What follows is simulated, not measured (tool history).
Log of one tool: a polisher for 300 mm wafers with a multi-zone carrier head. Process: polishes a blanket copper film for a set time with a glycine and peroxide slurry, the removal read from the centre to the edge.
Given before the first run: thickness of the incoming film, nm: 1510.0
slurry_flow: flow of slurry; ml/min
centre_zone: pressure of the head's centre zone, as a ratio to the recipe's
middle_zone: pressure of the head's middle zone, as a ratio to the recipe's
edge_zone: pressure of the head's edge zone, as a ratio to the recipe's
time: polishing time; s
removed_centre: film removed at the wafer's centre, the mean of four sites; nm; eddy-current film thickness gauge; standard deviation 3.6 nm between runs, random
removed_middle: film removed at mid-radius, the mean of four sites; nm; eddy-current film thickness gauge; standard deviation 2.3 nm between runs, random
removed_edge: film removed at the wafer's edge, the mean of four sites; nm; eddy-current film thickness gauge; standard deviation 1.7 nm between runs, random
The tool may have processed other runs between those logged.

Run 1, day 0: slurry_flow 175 ml/min, centre_zone 1, middle_zone 1, edge_zone 1, time 41 s. Result: removed_centre 299.03 nm, removed_middle 306.21 nm, removed_edge 308.47 nm.
Run 2, day 0.096: slurry_flow 175 ml/min, centre_zone 1, middle_zone 1, edge_zone 1, time 50 s. Result: removed_centre 373.26 nm, removed_middle 373.99 nm, removed_edge 373.4 nm.
Run 3, day 0.167: slurry_flow 170 ml/min, centre_zone 0.99, middle_zone 1.01, edge_zone 0.98, time 49 s. Result: removed_centre 357.22 nm, removed_middle 365.72 nm, removed_edge 358.8 nm.
Run 4, day 0.512: slurry_flow 165 ml/min, centre_zone 0.98, middle_zone 1.02, edge_zone 0.96, time 48 s. Result: removed_centre 347.5 nm, removed_middle 361.21 nm, removed_edge 349.67 nm.
Run 5, day 0.879: slurry_flow 165 ml/min, centre_zone 0.98, middle_zone 1.09, edge_zone 0.96, time 48 s. Result: removed_centre 346.42 nm, removed_middle 384.99 nm, removed_edge 346.83 nm.
Run 6, day 0.954: slurry_flow 160 ml/min, centre_zone 0.97, middle_zone 1.1, edge_zone 0.95, time 47 s. Result: removed_centre 335.29 nm, removed_middle 377.82 nm, removed_edge 339.38 nm.
Run 7, day 1.104: slurry_flow 160 ml/min, centre_zone 0.96, middle_zone 1.11, edge_zone 0.94, time 46 s. Result: removed_centre 325.12 nm, removed_middle 371.44 nm, removed_edge 330.95 nm.
Run 8, day 1.242: slurry_flow 160 ml/min, centre_zone 0.95, middle_zone 1.12, edge_zone 0.93, time 45 s. Result: removed_centre 315.14 nm, removed_middle 367.93 nm, removed_edge 319.92 nm.

For run 9, what comes out?
Run 9, day 1.404: slurry_flow 125 ml/min, centre_zone 0.86, middle_zone 1.11, edge_zone 0.83, time 42 s. Result: removed_centre ?, removed_middle ?, removed_edge ?.

removed_centre: 256.36 nm
removed_middle: 319.52 nm
removed_edge: 275.66 nm
